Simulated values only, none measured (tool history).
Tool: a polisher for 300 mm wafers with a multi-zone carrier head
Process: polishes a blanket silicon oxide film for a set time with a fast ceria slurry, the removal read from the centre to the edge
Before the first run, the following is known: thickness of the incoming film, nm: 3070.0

run  hour  flow of slurry (ml/min)  pressure of the head's centre zone  pressure of the head's middle zone  pressure of the head's edge zone  polishing time (s)  film removed at the wafer's centre (angstrom)  film removed at mid-radius (angstrom)  film removed at the wafer's edge (angstrom)
  1     0                      175                                   1                                   1                                 1                  70                                          10353                                  10786                                        10284
  2   8.4                      215                                   1                                   1                                 1                  70                                          10615                                  11205                                        10609
  3  15.6                      215                                   1                                   1                                 1                  59                                         8973.1                                 9146.1                                       8863.6
  4  22.9                      220                                1.03                                0.99                              1.03                  61                                         9579.7                                 9513.6                                       9359.4
  5  25.2                      220                                0.95                                0.99                              1.03                  61                                         8872.3                                 9586.9                                       9286.3
  6  27.7                      220                                0.95                                0.92                              1.03                  61                                         8814.6                                 8678.2                                       9299.8
  7  30.1                      225                                0.99                                0.93                              1.05                  63                                         9551.4                                 9765.3                                       9909.4
  8  34.9                      230                                1.03                                0.91                              1.05                  64                                          10206                                   9564                                       9943.1
  9  39.6                      230                                1.05                                 0.9                              1.07                  65                                          10462                                   9484                                       9946.5
 10  45.9                      230                                1.05                                 0.9                              1.07                  65                                          10393                                 9644.8                                        10179
 11  54.5                      230                                1.05                                 0.9                              1.07                  65                                          10455                                 9256.5                                        10101
 12  55.9                      235                                1.07                                0.91                              1.08                  66                                          10860                                 9876.1                                        10466

Predict the results of run 13:
 13  59.6                      240                                1.09                                0.91                              1.09                  66                                              ?                                      ?                                            ?

Run 13 yielded film removed at the wafer's centre (angstrom) 11092, film removed at mid-radius (angstrom) 9878.1, film removed at the wafer's edge (angstrom) 10519.
